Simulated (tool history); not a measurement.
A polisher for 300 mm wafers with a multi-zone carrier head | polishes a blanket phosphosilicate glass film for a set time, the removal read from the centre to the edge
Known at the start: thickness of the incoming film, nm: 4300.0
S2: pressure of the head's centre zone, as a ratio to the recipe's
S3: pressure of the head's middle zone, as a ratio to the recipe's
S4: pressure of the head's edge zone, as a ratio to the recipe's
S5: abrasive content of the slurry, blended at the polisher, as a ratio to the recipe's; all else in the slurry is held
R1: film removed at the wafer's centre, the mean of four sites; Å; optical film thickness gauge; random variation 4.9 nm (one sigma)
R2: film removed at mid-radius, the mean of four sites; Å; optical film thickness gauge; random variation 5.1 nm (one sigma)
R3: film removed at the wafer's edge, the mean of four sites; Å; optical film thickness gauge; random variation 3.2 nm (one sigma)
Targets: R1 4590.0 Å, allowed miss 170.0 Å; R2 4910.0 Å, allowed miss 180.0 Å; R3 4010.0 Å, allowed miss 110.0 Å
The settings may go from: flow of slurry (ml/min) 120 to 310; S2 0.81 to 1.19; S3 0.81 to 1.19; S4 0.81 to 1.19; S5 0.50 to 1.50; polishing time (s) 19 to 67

Run 1, hour 0.0: flow of slurry (ml/min) 200, S2 1.00, S3 1.00, S4 1.00, S5 1.00, polishing time (s) 43. Result: R1 3484.8 Å, R2 3635.5 Å, R3 3315.0 Å.
Run 2, hour 3.8: flow of slurry (ml/min) 200, S2 1.00, S3 1.00, S4 1.00, S5 0.90, polishing time (s) 43. Result: R1 3470.9 Å, R2 3469.6 Å, R3 3214.1 Å.
Run 3, hour 8.1: flow of slurry (ml/min) 215, S2 1.04, S3 1.04, S4 1.03, S5 1.00, polishing time (s) 43. Result: R1 3655.0 Å, R2 3757.1 Å, R3 3411.1 Å.
Run 4, hour 12.0: flow of slurry (ml/min) 215, S2 1.04, S3 1.04, S4 1.03, S5 0.85, polishing time (s) 43. Result: R1 3513.1 Å, R2 3576.1 Å, R3 3247.3 Å.
Run 5, hour 14.2: flow of slurry (ml/min) 230, S2 1.08, S3 1.08, S4 1.04, S5 0.95, polishing time (s) 43. Result: R1 3772.9 Å, R2 3864.8 Å, R3 3397.2 Å.
Run 6, hour 15.2: flow of slurry (ml/min) 230, S2 1.08, S3 1.08, S4 1.04, S5 0.95, polishing time (s) 47. Result: R1 4197.5 Å, R2 4106.4 Å, R3 3658.2 Å.
Run 7, hour 17.9: flow of slurry (ml/min) 240, S2 1.08, S3 1.11, S4 1.05, S5 1.00, polishing time (s) 47. Result: R1 4252.0 Å, R2 4370.1 Å, R3 3773.0 Å.
Run 8, hour 21.1: flow of slurry (ml/min) 250, S2 1.09, S3 1.13, S4 1.06, S5 1.00, polishing time (s) 47. Result: R1 4301.2 Å, R2 4344.4 Å, R3 3805.3 Å.
Run 9, hour 25.1: flow of slurry (ml/min) 245, S2 1.09, S3 1.15, S4 1.05, S5 1.05, polishing time (s) 47. Result: R1 4320.9 Å, R2 4645.0 Å, R3 3779.5 Å.
Run 10, hour 29.2: flow of slurry (ml/min) 250, S2 1.10, S3 1.16, S4 1.06, S5 1.05, polishing time (s) 47. Result: R1 4390.1 Å, R2 4696.2 Å, R3 3879.6 Å.
Run 11, hour 29.7: flow of slurry (ml/min) 255, S2 1.11, S3 1.17, S4 1.06, S5 1.05, polishing time (s) 47. Result: R1 4434.1 Å, R2 4648.3 Å, R3 3855.9 Å.
Run 12, hour 33.3: flow of slurry (ml/min) 260, S2 1.11, S3 1.17, S4 1.06, S5 1.05, polishing time (s) 47. Result: R1 4473.2 Å, R2 4642.2 Å, R3 3879.5 Å.
Run 13, hour 42.1: flow of slurry (ml/min) 260, S2 1.11, S3 1.18, S4 1.06, S5 1.10, polishing time (s) 47. Result: R1 4556.4 Å, R2 4767.3 Å, R3 3906.6 Å.

4 next moves are on the table. One of them brings every result within its allowed miss. Which?
Run A, hour 50.9: flow of slurry (ml/min) 235, S2 1.09, S3 1.17, S4 0.92, S5 1.00, polishing time (s) 49. Result: R1 ?, R2 ?, R3 ?.
Run B, hour 50.9: flow of slurry (ml/min) 205, S2 1.10, S3 1.19, S4 0.99, S5 1.20, polishing time (s) 47. Result: R1 ?, R2 ?, R3 ?.
Run C, hour 50.9: flow of slurry (ml/min) 220, S2 1.08, S3 1.16, S4 1.04, S5 1.10, polishing time (s) 50. Result: R1 ?, R2 ?, R3 ?.
Run D, hour 50.9: flow of slurry (ml/min) 280, S2 1.05, S3 1.03, S4 1.11, S5 0.90, polishing time (s) 52. Result: R1 ?, R2 ?, R3 ?.

move      R1      R2      R3
   A  4391.8  4749.1  3706.6
   B  4401.5  4792.4  3818.0
   C  4524.7  4905.7  4076.1
   D  4439.5  4465.4  4211.8
A: further off than the last run
B: further off than the last run
C: meets every target
D: takes the result that was furthest off past its target
The right move is C.

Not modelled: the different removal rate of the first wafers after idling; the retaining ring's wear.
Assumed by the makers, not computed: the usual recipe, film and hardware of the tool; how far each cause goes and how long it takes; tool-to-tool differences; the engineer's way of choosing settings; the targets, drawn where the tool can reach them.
